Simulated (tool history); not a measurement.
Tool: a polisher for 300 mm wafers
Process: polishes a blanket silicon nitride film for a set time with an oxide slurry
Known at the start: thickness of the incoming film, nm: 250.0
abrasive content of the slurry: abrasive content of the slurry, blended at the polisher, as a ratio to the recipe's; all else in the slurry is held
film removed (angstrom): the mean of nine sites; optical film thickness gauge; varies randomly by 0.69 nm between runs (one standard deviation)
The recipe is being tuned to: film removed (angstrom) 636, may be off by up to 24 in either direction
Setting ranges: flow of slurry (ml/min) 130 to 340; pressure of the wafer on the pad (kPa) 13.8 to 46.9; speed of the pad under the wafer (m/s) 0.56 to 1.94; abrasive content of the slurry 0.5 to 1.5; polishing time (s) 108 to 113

run	day	flow of slurry (ml/min)	pressure of the wafer on the pad (kPa)	speed of the pad under the wafer (m/s)	abrasive content of the slurry	polishing time (s)	film removed (angstrom)
1	0	220	30.3	1.24	1	108	1059.4
2	0.354	240	30.3	1.24	1	108	1055.3
3	0.721	240	26.2	1.22	1	108	942.3
4	0.742	240	22.8	1.18	1	108	807.35
5	1.021	240	20.7	1.18	1	108	741.13
6	1.175	235	19.3	1.18	1	108	677.8
7	1.467	225	19.3	1.18	1	108	695.58
8	1.796	220	18.6	1.18	1	108	677.17

Consider the 4 candidate settings below. Which is the only one whose results all fall within their allowed miss of target?
A	2.125	215	19.3	1.28	1.05	108	?
B	2.125	245	17.9	1.12	1.15	113	?
C	2.125	215	22.8	1	1.05	108	?
D	2.125	220	17.2	1.12	1	113	?

move	film removed (angstrom)
A	758.33
B	713.2
C	718.82
D	631.39
A: the biggest miss grows against the last run
B: the biggest miss grows against the last run
C: the biggest miss grows against the last run
D: every result within its allowed miss
Correct choice: D, which meets every target

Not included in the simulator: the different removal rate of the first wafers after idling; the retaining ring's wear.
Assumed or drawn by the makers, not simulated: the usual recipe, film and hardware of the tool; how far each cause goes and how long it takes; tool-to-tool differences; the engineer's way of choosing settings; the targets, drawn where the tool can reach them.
